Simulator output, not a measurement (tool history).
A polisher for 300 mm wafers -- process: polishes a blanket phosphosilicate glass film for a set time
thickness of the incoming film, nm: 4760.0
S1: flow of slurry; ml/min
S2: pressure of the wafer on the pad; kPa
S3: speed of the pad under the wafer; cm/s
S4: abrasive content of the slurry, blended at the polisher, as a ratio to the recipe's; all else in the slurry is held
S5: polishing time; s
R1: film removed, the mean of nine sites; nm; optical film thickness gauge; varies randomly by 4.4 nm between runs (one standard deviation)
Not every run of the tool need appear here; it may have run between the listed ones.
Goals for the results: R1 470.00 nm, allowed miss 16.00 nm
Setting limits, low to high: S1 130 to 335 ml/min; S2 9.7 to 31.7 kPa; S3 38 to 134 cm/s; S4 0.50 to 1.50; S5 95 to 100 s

{"run": 1, "day": 0.0, "S1": 215, "S2": 20.7, "S3": 86, "S4": 1.0, "S5": 95, "R1": 576.11}
{"run": 2, "day": 0.058, "S1": 215, "S2": 20.7, "S3": 86, "S4": 1.0, "S5": 100, "R1": 610.09}
{"run": 3, "day": 0.158, "S1": 215, "S2": 19.3, "S3": 86, "S4": 1.0, "S5": 100, "R1": 580.76}
{"run": 4, "day": 0.462, "S1": 215, "S2": 19.3, "S3": 86, "S4": 1.1, "S5": 100, "R1": 585.41}
{"run": 5, "day": 0.729, "S1": 215, "S2": 17.9, "S3": 86, "S4": 1.1, "S5": 100, "R1": 540.14}
{"run": 6, "day": 1.054, "S1": 235, "S2": 17.9, "S3": 86, "S4": 1.1, "S5": 100, "R1": 558.83}
{"run": 7, "day": 1.188, "S1": 225, "S2": 17.2, "S3": 86, "S4": 1.1, "S5": 100, "R1": 534.21}
{"run": 8, "day": 1.3, "S1": 225, "S2": 17.2, "S3": 86, "S4": 1.1, "S5": 100, "R1": 531.52}
{"run": 9, "day": 1.538, "S1": 220, "S2": 16.5, "S3": 86, "S4": 1.1, "S5": 100, "R1": 516.86}
{"run": 10, "day": 1.662, "S1": 215, "S2": 15.9, "S3": 86, "S4": 1.1, "S5": 100, "R1": 493.02}

Next run, 5 choices. One meets every target within its allowed miss, the rest don't. Which?
{"run": "A", "day": 1.788, "S1": 220, "S2": 17.9, "S3": 82, "S4": 1.0, "S5": 98, "R1": "?"}
{"run": "B", "day": 1.788, "S1": 205, "S2": 17.9, "S3": 94, "S4": 0.85, "S5": 100, "R1": "?"}
{"run": "C", "day": 1.788, "S1": 225, "S2": 17.2, "S3": 78, "S4": 1.05, "S5": 98, "R1": "?"}
{"run": "D", "day": 1.788, "S1": 250, "S2": 15.9, "S3": 86, "S4": 1.25, "S5": 100, "R1": "?"}
{"run": "E", "day": 1.788, "S1": 215, "S2": 18.6, "S3": 76, "S4": 1.15, "S5": 100, "R1": "?"}

move=A R1=500.99
move=B R1=540.94
move=C R1=470.94
move=D R1=508.87
move=E R1=517.32
A: lands further from the targets than the last run did
B: lands further from the targets than the last run did
C: every result within its allowed miss
D: lands further from the targets than the last run did
E: lands further from the targets than the last run did
C meets every target.
